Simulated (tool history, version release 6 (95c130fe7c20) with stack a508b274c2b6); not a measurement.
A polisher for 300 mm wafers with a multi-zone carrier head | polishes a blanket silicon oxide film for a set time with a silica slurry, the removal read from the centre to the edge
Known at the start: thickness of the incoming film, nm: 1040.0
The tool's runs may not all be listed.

run  hour  flow of slurry (ml/min)  pressure of the head's centre zone  pressure of the head's middle zone  pressure of the head's edge zone  abrasive content of the slurry  polishing time (s)  film removed at the wafer's centre (Å)  film removed at mid-radius (Å)  film removed at the wafer's edge (Å)
  1   0.0                      310                                1.00                                1.00                              1.00                            1.00                  38                                 1133.30                         1079.50                               1114.70
  2   6.0                      340                                1.00                                1.00                              1.00                            1.00                  38                                 1139.10                         1089.90                               1108.90
  3  11.7                      340                                1.00                                1.00                              0.92                            1.00                  38                                 1140.90                         1081.10                               1073.10
  4  12.9                      295                                1.00                                1.00                              0.92                            1.00                  38                                 1118.20                         1064.90                               1081.00
  5  19.5                      295                                1.00                                1.00                              0.92                            0.85                  38                                 1025.40                          971.89                                963.19
  6  24.2                      295                                0.92                                1.00                              0.92                            0.85                  38                                  952.88                          961.14                                982.53
  7  33.1                      305                                0.92                                0.99                              0.91                            0.80                  35                                  841.00                          863.33                                868.48
  8  40.6                      305                                0.93                                0.97                              0.90                            0.75                  33                                  773.30                          775.10                                774.97
  9  41.6                      300                                0.93                                0.95                              0.89                            0.70                  32                                  713.38                          687.67                                705.73
 10  45.2                      310                                0.93                                0.90                              0.81                            0.50                  22                                  365.86                          349.43                                352.91
 11  53.3                      310                                0.95                                0.91                              0.83                            0.50                  22                                  375.07                          349.59                                367.66
 12  61.2                      310                                0.97                                0.93                              0.84                            0.50                  22                                  377.69                          357.71                                355.37
 13  68.6                      310                                0.99                                0.94                              0.87                            0.50                  22                                  382.80                          357.36                                353.20
 14  76.3                      310                                1.00                                0.94                              0.90                            0.50                  22                                  390.63                          355.20                                373.43
 15  81.5                      310                                1.02                                0.96                              0.92                            0.50                  22                                  398.84                          360.84                                384.32
 16  82.1                      310                                1.04                                0.98                              0.93                            0.50                  22                                  405.25                          367.27                                372.51
 17  89.3                      310                                1.05                                0.99                              0.95                            0.50                  22                                  409.84                          371.76                                380.40
 18  94.9                      310                                1.06                                1.00                              0.97                            0.50                  22                                  405.96                          372.91                                373.23

Run 19 comes next. What will it give?
 19  95.7                      310                                1.07                                1.00                              0.99                            0.50                  22                                       ?                               ?                                     ?

film removed at the wafer's centre (Å): 415.25
film removed at mid-radius (Å): 375.49
film removed at the wafer's edge (Å): 384.45
